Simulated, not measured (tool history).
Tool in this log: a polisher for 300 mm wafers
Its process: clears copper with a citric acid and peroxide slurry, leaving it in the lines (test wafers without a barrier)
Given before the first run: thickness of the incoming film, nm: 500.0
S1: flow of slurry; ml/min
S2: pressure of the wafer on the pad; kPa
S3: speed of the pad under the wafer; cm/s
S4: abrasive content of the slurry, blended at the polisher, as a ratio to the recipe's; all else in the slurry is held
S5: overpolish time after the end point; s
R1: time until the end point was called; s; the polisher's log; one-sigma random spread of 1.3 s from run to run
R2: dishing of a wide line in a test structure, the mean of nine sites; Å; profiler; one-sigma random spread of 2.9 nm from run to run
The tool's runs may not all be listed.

{"run": 1, "hour": 0.0, "S1": 260, "S2": 25.5, "S3": 138, "S4": 1.0, "S5": 25, "R1": 121.86, "R2": 671.36}
{"run": 2, "hour": 5.6, "S1": 260, "S2": 30.3, "S3": 138, "S4": 1.0, "S5": 25, "R1": 108.72, "R2": 749.46}
{"run": 3, "hour": 9.4, "S1": 260, "S2": 31.7, "S3": 144, "S4": 1.0, "S5": 25, "R1": 97.438, "R2": 815.0}
{"run": 4, "hour": 17.1, "S1": 260, "S2": 33.1, "S3": 146, "S4": 1.0, "S5": 25, "R1": 94.118, "R2": 843.99}
{"run": 5, "hour": 18.4, "S1": 260, "S2": 34.5, "S3": 150, "S4": 1.0, "S5": 25, "R1": 87.321, "R2": 875.59}
{"run": 6, "hour": 27.0, "S1": 260, "S2": 34.5, "S3": 150, "S4": 1.0, "S5": 21, "R1": 83.057, "R2": 745.43}
{"run": 7, "hour": 30.5, "S1": 260, "S2": 35.2, "S3": 152, "S4": 1.0, "S5": 22, "R1": 84.087, "R2": 825.97}
{"run": 8, "hour": 37.4, "S1": 260, "S2": 35.9, "S3": 154, "S4": 1.0, "S5": 23, "R1": 80.804, "R2": 835.16}

For run 9, what comes out?
{"run": 9, "hour": 38.6, "S1": 260, "S2": 36.5, "S3": 156, "S4": 1.0, "S5": 24, "R1": "?", "R2": "?"}

R1: 79.534 s
R2: 868.04 Å
